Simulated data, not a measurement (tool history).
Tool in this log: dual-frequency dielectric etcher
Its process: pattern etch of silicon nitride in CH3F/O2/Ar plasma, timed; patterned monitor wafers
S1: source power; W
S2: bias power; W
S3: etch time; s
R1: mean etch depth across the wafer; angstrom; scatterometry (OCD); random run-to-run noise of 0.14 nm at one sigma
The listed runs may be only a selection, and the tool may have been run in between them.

| run | hour | S1 | S2 | S3 | R1 |
|---|---|---|---|---|---|
| 1 | 0.0 | 460 | 70 | 35 | 284.27 |
| 2 | 3.3 | 510 | 72 | 35 | 296.91 |
| 3 | 7.1 | 510 | 72 | 32 | 270.25 |
| 4 | 14.3 | 540 | 80 | 33 | 300.13 |
| 5 | 16.3 | 570 | 83 | 33 | 310.29 |
| 6 | 24.7 | 590 | 85 | 33 | 314.83 |
| 7 | 32.2 | 610 | 88 | 33 | 327.54 |
| 8 | 41.2 | 620 | 89 | 33 | 327.23 |

Run 9 is up next; what results do you expect?
| 9 | 47.4 | 630 | 90 | 33 | ? |

For run 9 the tool returned R1 329.49 angstrom.

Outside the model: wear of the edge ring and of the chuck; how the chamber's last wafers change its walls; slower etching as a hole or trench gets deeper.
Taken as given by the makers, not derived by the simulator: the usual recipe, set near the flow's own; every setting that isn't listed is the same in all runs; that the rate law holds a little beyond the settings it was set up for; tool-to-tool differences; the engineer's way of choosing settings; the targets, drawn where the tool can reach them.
